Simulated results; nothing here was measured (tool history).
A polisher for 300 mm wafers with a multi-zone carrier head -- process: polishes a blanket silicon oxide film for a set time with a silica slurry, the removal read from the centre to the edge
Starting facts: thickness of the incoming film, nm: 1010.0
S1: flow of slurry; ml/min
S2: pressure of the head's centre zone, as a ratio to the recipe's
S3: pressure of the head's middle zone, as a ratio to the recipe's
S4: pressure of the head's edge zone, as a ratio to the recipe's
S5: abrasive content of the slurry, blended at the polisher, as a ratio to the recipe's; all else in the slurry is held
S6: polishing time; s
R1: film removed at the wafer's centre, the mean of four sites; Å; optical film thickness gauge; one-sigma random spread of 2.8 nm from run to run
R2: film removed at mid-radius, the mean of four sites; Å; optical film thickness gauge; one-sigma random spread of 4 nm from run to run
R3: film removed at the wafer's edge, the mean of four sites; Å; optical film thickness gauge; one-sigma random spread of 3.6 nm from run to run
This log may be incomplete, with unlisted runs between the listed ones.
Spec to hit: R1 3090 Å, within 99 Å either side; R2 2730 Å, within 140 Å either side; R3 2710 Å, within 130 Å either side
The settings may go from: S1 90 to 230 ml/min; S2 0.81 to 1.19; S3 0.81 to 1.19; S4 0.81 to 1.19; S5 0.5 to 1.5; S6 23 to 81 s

| run | hour | S1 | S2 | S3 | S4 | S5 | S6 | R1 | R2 | R3 |
|---|---|---|---|---|---|---|---|---|---|---|
| 1 | 0 | 150 | 1 | 1 | 1 | 1 | 52 | 2427.3 | 2377.9 | 2445.2 |
| 2 | 1.7 | 120 | 1 | 1 | 1 | 1 | 52 | 2275.5 | 2306.8 | 2361.7 |
| 3 | 5.5 | 120 | 1.05 | 1 | 1 | 1 | 52 | 2386.9 | 2283.4 | 2267.5 |
| 4 | 12.5 | 145 | 1.06 | 1.01 | 1.02 | 1.05 | 52 | 2514.2 | 2445.8 | 2455.5 |
| 5 | 20.9 | 145 | 1.06 | 1.01 | 0.96 | 1.05 | 52 | 2572.7 | 2452.8 | 2431.2 |
| 6 | 24 | 145 | 1.06 | 1.01 | 0.96 | 1.05 | 48 | 2355.1 | 2257.2 | 2272.5 |
| 7 | 30.1 | 165 | 1.1 | 1.01 | 0.95 | 1.1 | 48 | 2572.4 | 2362.7 | 2282.6 |
| 8 | 32.6 | 175 | 1.1 | 1 | 0.96 | 1.2 | 48 | 2719.9 | 2458.7 | 2369.1 |

Exactly one of the 5 candidate moves below puts every result within its allowed miss. Which one?
| A | 35.1 | 170 | 1.18 | 0.93 | 0.95 | 1.2 | 52 | ? | ? | ? |
| B | 35.1 | 140 | 0.95 | 0.88 | 0.97 | 1 | 62 | ? | ? | ? |
| C | 35.1 | 190 | 1 | 1.13 | 0.96 | 1 | 52 | ? | ? | ? |
| D | 35.1 | 190 | 1.13 | 1.13 | 0.85 | 1.35 | 39 | ? | ? | ? |
| E | 35.1 | 230 | 1.12 | 1 | 1.02 | 1.05 | 55 | ? | ? | ? |

| move | R1 | R2 | R3 |
|---|---|---|---|
| A | 3127.7 | 2434.2 | 2497.9 |
| B | 2687.7 | 2501.4 | 2740.1 |
| C | 2531 | 2737.2 | 2372.9 |
| D | 2391.4 | 2285.4 | 1877.1 |
| E | 3146.2 | 2727.1 | 2687.6 |
A: gets the furthest-off result to its target, but another result is out of tolerance
B: misses by more than the last run did
C: misses by more than the last run did
D: misses by more than the last run did
E: hits every target within its allowed miss
E meets every target.
